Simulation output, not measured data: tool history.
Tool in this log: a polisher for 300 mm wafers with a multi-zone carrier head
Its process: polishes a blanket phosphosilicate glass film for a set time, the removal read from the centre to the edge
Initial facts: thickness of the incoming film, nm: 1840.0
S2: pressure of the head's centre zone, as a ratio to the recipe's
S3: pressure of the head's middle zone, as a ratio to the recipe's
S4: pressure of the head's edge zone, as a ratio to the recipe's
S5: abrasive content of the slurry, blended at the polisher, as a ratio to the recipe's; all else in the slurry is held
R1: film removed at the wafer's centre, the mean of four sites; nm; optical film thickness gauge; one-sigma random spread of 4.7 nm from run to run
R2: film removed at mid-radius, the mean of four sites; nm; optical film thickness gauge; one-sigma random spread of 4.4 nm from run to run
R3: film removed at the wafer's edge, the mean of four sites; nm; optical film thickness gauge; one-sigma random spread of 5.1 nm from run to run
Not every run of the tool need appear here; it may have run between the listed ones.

Run 1, hour 0.0: flow of slurry (ml/min) 275, S2 1.00, S3 1.00, S4 1.00, S5 1.00, polishing time (s) 48. Result: R1 685.07 nm, R2 631.15 nm, R3 637.81 nm.
Run 2, hour 3.8: flow of slurry (ml/min) 275, S2 1.07, S3 1.00, S4 1.00, S5 1.00, polishing time (s) 48. Result: R1 752.73 nm, R2 633.88 nm, R3 612.95 nm.
Run 3, hour 8.5: flow of slurry (ml/min) 315, S2 1.07, S3 1.00, S4 1.00, S5 1.00, polishing time (s) 48. Result: R1 744.23 nm, R2 622.79 nm, R3 625.61 nm.
Run 4, hour 14.2: flow of slurry (ml/min) 305, S2 1.01, S3 1.01, S4 0.99, S5 0.85, polishing time (s) 45. Result: R1 606.98 nm, R2 541.18 nm, R3 535.75 nm.
Run 5, hour 15.9: flow of slurry (ml/min) 305, S2 1.06, S3 1.01, S4 0.99, S5 0.85, polishing time (s) 45. Result: R1 654.16 nm, R2 537.20 nm, R3 551.54 nm.
Run 6, hour 19.1: flow of slurry (ml/min) 305, S2 1.06, S3 1.01, S4 0.99, S5 0.85, polishing time (s) 51. Result: R1 724.87 nm, R2 618.91 nm, R3 609.37 nm.
Run 7, hour 21.3: flow of slurry (ml/min) 300, S2 0.99, S3 1.03, S4 0.99, S5 0.75, polishing time (s) 48. Result: R1 596.04 nm, R2 546.84 nm, R3 541.93 nm.
Run 8, hour 28.0: flow of slurry (ml/min) 295, S2 0.94, S3 1.05, S4 1.00, S5 0.70, polishing time (s) 46. Result: R1 509.26 nm, R2 502.73 nm, R3 493.28 nm.
Run 9, hour 29.8: flow of slurry (ml/min) 295, S2 0.94, S3 1.05, S4 1.00, S5 0.70, polishing time (s) 46. Result: R1 511.90 nm, R2 503.00 nm, R3 498.03 nm.
Run 10, hour 38.5: flow of slurry (ml/min) 290, S2 0.91, S3 1.06, S4 1.00, S5 0.65, polishing time (s) 45. Result: R1 470.71 nm, R2 472.16 nm, R3 459.91 nm.
Run 11, hour 42.7: flow of slurry (ml/min) 285, S2 0.88, S3 1.08, S4 1.03, S5 0.60, polishing time (s) 45. Result: R1 423.82 nm, R2 445.10 nm, R3 437.29 nm.
Run 12, hour 49.6: flow of slurry (ml/min) 275, S2 0.86, S3 1.09, S4 1.04, S5 0.60, polishing time (s) 45. Result: R1 411.04 nm, R2 462.09 nm, R3 429.87 nm.
Run 13, hour 55.4: flow of slurry (ml/min) 270, S2 0.85, S3 1.08, S4 1.06, S5 0.60, polishing time (s) 45. Result: R1 402.67 nm, R2 451.84 nm, R3 443.34 nm.
At hour 57.9: centre zone pressure recalibrated.
Run 14, hour 57.9: flow of slurry (ml/min) 270, S2 0.84, S3 1.08, S4 1.06, S5 0.60, polishing time (s) 45. Result: R1 366.83 nm, R2 445.37 nm, R3 443.90 nm.

Run 15, settings as shown, results not yet in. Your forecast:
Run 15, hour 58.7: flow of slurry (ml/min) 270, S2 0.84, S3 1.08, S4 1.05, S5 0.60, polishing time (s) 45. Result: R1 ?, R2 ?, R3 ?.

Run 15 came out at R1 363.92 nm, R2 459.32 nm, R3 447.92 nm.

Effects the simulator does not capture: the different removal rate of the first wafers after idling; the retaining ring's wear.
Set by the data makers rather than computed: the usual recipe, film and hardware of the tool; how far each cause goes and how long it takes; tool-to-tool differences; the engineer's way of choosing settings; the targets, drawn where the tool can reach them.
